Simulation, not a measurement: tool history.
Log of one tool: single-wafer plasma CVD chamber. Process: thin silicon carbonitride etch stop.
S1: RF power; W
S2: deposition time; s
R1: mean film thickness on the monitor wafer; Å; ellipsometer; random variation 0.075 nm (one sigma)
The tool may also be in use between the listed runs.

run    day   S1    S2      R1
  1  0.000  250  16.4  107.65
  2  0.329  270  16.4  109.34
  3  0.554  275  16.8  113.01
  4  0.821  310  16.8  118.41
  5  1.104  285  16.8  114.66
  6  1.183  290  17.0  116.72
  7  1.429  295  17.2  119.89
  8  1.558  300  17.3  119.72

The next listed run, before its measurement:
  9  1.821  305  17.4   ?

Run 9 gave R1 121.17 Å.
